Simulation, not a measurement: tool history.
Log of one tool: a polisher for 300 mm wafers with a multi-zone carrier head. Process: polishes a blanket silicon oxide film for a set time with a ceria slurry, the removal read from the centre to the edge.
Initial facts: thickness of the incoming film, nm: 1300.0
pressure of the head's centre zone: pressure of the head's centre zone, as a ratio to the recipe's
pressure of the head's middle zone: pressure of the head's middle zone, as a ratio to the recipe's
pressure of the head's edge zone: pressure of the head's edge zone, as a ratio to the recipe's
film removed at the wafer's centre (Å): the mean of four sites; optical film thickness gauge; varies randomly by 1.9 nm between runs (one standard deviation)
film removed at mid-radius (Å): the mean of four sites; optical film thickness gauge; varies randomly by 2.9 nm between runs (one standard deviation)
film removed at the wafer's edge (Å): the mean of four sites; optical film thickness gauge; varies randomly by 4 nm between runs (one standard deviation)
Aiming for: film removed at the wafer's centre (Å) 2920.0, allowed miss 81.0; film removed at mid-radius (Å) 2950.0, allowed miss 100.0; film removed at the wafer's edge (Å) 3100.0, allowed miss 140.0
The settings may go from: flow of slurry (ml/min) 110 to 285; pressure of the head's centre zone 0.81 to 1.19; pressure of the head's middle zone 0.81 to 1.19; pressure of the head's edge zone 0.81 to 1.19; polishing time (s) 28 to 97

run,hour,flow of slurry (ml/min),pressure of the head's centre zone,pressure of the head's middle zone,pressure of the head's edge zone,polishing time (s),film removed at the wafer's centre (Å),film removed at mid-radius (Å),film removed at the wafer's edge (Å)
1,0.0,180,1.00,1.00,1.00,62,4379.0,4353.5,4302.6
2,5.2,180,1.00,1.00,0.95,62,4382.4,4360.3,4272.9
3,13.2,200,1.00,1.00,0.95,62,4486.3,4393.0,4295.2
4,18.7,200,1.00,1.00,0.95,49,3581.0,3473.2,3417.0
5,27.1,220,1.00,1.00,0.95,49,3589.4,3586.5,3384.2
6,35.6,260,1.00,1.00,0.95,49,3680.5,3613.5,3537.6
7,37.6,255,0.98,0.98,0.94,48,3532.6,3435.4,3349.7
8,40.8,250,0.96,0.97,0.95,48,3439.9,3425.7,3437.0
9,49.6,245,0.95,0.96,0.94,48,3415.4,3431.1,3430.2
10,54.5,240,0.94,0.95,0.93,47,3320.9,3271.8,3301.9
11,60.0,235,0.93,0.94,0.92,47,3288.0,3259.1,3350.7
12,66.4,235,0.92,0.94,0.91,46,3167.5,3193.8,3225.4

4 next moves are on the table. One of them brings every result within its allowed miss. Which?
A,72.8,225,0.82,0.86,0.99,46,?,?,?
B,72.8,195,0.82,0.87,0.85,47,?,?,?
C,72.8,265,0.95,0.96,0.91,39,?,?,?
D,72.8,240,0.93,0.97,0.89,42,?,?,?

move,film removed at the wafer's centre (Å),film removed at mid-radius (Å),film removed at the wafer's edge (Å)
A,2918.6,2895.8,3311.6
B,2923.0,2934.3,3110.3
C,2804.6,2738.9,2732.3
D,2939.1,2943.7,2888.6
A: gets the furthest-off result to its target, but another result is out of tolerance
B: every result within its allowed miss
C: pushes the last run's worst result past its target
D: gets the furthest-off result to its target, but another result is out of tolerance
Move B is the one to make.

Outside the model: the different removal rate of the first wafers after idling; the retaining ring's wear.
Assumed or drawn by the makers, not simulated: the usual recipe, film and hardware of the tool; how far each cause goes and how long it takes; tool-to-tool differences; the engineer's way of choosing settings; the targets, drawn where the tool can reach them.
